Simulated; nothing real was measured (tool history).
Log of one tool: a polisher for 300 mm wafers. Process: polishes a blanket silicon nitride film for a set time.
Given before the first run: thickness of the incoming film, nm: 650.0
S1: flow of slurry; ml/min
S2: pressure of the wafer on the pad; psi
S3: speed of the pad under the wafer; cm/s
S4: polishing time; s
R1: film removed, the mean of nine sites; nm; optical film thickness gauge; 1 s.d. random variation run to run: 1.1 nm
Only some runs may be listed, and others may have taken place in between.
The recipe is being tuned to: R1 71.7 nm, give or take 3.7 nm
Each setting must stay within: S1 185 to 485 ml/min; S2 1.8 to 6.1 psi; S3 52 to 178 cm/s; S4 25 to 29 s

{"run": 1, "hour": 0.0, "S1": 310, "S2": 3.9, "S3": 114, "S4": 29, "R1": 49.141}
{"run": 2, "hour": 7.7, "S1": 310, "S2": 3.4, "S3": 114, "S4": 29, "R1": 43.9}
{"run": 3, "hour": 13.2, "S1": 390, "S2": 3.4, "S3": 114, "S4": 29, "R1": 44.676}
{"run": 4, "hour": 18.3, "S1": 390, "S2": 2.5, "S3": 114, "S4": 29, "R1": 31.856}
{"run": 5, "hour": 23.4, "S1": 390, "S2": 3.1, "S3": 116, "S4": 29, "R1": 40.877}
{"run": 6, "hour": 24.3, "S1": 390, "S2": 3.5, "S3": 116, "S4": 29, "R1": 47.465}
{"run": 7, "hour": 26.3, "S1": 395, "S2": 3.8, "S3": 116, "S4": 29, "R1": 49.265}
{"run": 8, "hour": 34.3, "S1": 395, "S2": 3.8, "S3": 116, "S4": 29, "R1": 48.888}

Below are 4 possible settings for the next run. Only one of them brings all results inside the allowed miss of their targets. Which is it?
{"run": "A", "hour": 42.3, "S1": 385, "S2": 4.9, "S3": 138, "S4": 29, "R1": "?"}
{"run": "B", "hour": 42.3, "S1": 425, "S2": 5.7, "S3": 136, "S4": 29, "R1": "?"}
{"run": "C", "hour": 42.3, "S1": 360, "S2": 3.6, "S3": 106, "S4": 25, "R1": "?"}
{"run": "D", "hour": 42.3, "S1": 330, "S2": 5.7, "S3": 136, "S4": 29, "R1": "?"}

move=A R1=72.592
move=B R1=83.897
move=C R1=38.632
move=D R1=82.293
A: in spec on every target
B: takes the result that was furthest off past its target
C: moves away from the targets compared with the last run
D: takes the result that was furthest off past its target
Answer: A
